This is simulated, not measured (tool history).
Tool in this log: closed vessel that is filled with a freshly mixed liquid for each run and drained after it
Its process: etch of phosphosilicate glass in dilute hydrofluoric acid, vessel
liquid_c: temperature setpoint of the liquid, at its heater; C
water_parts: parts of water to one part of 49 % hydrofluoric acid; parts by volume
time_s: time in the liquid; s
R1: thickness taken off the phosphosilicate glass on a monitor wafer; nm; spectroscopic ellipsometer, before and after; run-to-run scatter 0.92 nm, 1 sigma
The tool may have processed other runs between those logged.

{"run": 1, "hour": 0.0, "liquid_c": 21.0, "water_parts": 65, "time_s": 90, "R1": 89.097}
{"run": 2, "hour": 1.3, "liquid_c": 22.0, "water_parts": 65, "time_s": 90, "R1": 91.903}
{"run": 3, "hour": 4.6, "liquid_c": 23.0, "water_parts": 65, "time_s": 90, "R1": 97.874}
{"run": 4, "hour": 10.0, "liquid_c": 23.5, "water_parts": 65, "time_s": 90, "R1": 99.05}
{"run": 5, "hour": 14.4, "liquid_c": 24.0, "water_parts": 65, "time_s": 90, "R1": 100.89}
{"run": 6, "hour": 15.9, "liquid_c": 24.0, "water_parts": 65, "time_s": 90, "R1": 101.49}
{"run": 7, "hour": 19.2, "liquid_c": 24.5, "water_parts": 65, "time_s": 90, "R1": 103.43}
{"run": 8, "hour": 20.7, "liquid_c": 25.0, "water_parts": 65, "time_s": 90, "R1": 105.43}

For run 9, what comes out?
{"run": 9, "hour": 27.1, "liquid_c": 25.5, "water_parts": 65, "time_s": 90, "R1": "?"}

Run 9 produced R1 107.290 nm.
